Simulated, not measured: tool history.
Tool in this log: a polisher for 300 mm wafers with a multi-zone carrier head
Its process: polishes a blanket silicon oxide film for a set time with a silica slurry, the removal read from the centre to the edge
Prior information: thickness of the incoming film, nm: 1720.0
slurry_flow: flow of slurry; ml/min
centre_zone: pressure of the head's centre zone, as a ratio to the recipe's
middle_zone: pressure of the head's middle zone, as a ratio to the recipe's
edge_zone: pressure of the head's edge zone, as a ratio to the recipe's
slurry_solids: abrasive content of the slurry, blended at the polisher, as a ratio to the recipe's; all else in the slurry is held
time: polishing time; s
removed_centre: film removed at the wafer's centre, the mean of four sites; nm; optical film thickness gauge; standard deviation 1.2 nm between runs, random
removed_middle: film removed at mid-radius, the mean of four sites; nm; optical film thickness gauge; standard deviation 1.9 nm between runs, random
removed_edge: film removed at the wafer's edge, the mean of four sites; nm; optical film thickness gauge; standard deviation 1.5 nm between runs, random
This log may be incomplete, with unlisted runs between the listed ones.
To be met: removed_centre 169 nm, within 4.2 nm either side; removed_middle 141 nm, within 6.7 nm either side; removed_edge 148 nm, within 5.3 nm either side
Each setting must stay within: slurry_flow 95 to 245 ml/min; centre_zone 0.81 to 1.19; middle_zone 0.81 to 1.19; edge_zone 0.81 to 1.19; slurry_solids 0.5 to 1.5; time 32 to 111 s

run 1 day=0 | slurry_flow=155 centre_zone=1 middle_zone=1 edge_zone=1 slurry_solids=1 time=71 | removed_centre=136.07 removed_middle=137.39 removed_edge=138.38
run 2 day=0.117 | slurry_flow=155 centre_zone=1.08 middle_zone=1 edge_zone=1 slurry_solids=1 time=71 | removed_centre=147.35 removed_middle=137.23 removed_edge=133.42
run 3 day=0.146 | slurry_flow=155 centre_zone=1.08 middle_zone=1 edge_zone=1 slurry_solids=1.2 time=71 | removed_centre=157.71 removed_middle=144.07 removed_edge=146.66
run 4 day=0.208 | slurry_flow=155 centre_zone=1.08 middle_zone=1 edge_zone=1.07 slurry_solids=1.2 time=71 | removed_centre=156.78 removed_middle=145.03 removed_edge=151.55
run 5 day=0.462 | slurry_flow=155 centre_zone=1.08 middle_zone=1 edge_zone=1.04 slurry_solids=1.2 time=71 | removed_centre=157.91 removed_middle=144.55 removed_edge=150.29
run 6 day=0.683 | slurry_flow=155 centre_zone=1.08 middle_zone=1 edge_zone=1.13 slurry_solids=1.2 time=71 | removed_centre=159.71 removed_middle=146.02 removed_edge=154.72
run 7 day=0.717 | slurry_flow=155 centre_zone=1.09 middle_zone=1 edge_zone=1.13 slurry_solids=1.2 time=71 | removed_centre=160.15 removed_middle=149.87 removed_edge=155.94
run 8 day=1.042 | slurry_flow=155 centre_zone=1.1 middle_zone=0.99 edge_zone=1.12 slurry_solids=1.2 time=71 | removed_centre=159.55 removed_middle=143.45 removed_edge=154.77
run 9 day=1.325 | slurry_flow=180 centre_zone=1.16 middle_zone=1.01 edge_zone=1.02 slurry_solids=1.15 time=71 | removed_centre=173.16 removed_middle=151.23 removed_edge=146.75
run 10 day=1.4 | slurry_flow=180 centre_zone=1.16 middle_zone=1 edge_zone=1.02 slurry_solids=1.15 time=71 | removed_centre=174.36 removed_middle=152.15 removed_edge=150.03
run 11 day=1.683 | slurry_flow=155 centre_zone=1.16 middle_zone=0.93 edge_zone=1.02 slurry_solids=1.1 time=71 | removed_centre=162.01 removed_middle=133.54 removed_edge=141.49

Which single option among these 4 for the next run brings every result within its allowed miss of target? Just one does.
run A day=1.967 | slurry_flow=205 centre_zone=1.07 middle_zone=0.92 edge_zone=0.98 slurry_solids=1.05 time=70 | removed_centre=? removed_middle=? removed_edge=?
run B day=1.967 | slurry_flow=150 centre_zone=1.11 middle_zone=0.88 edge_zone=1.03 slurry_solids=1.25 time=68 | removed_centre=? removed_middle=? removed_edge=?
run C day=1.967 | slurry_flow=125 centre_zone=1.17 middle_zone=0.82 edge_zone=0.97 slurry_solids=1.5 time=70 | removed_centre=? removed_middle=? removed_edge=?
run D day=1.967 | slurry_flow=160 centre_zone=1.14 middle_zone=0.93 edge_zone=1 slurry_solids=1 time=77 | removed_centre=? removed_middle=? removed_edge=?

move=A removed_centre=152.92 removed_middle=137.4 removed_edge=141.5
move=B removed_centre=154.38 removed_middle=130.02 removed_edge=144.21
move=C removed_centre=169.83 removed_middle=129.3 removed_edge=149.01
move=D removed_centre=167.91 removed_middle=143.39 removed_edge=149.58
A: its largest miss is bigger than the last run's
B: its largest miss is bigger than the last run's
C: corrects the largest miss of the last run, while another result sits out of spec
D: meets every target
So the answer is move D, the one that meets all the targets.
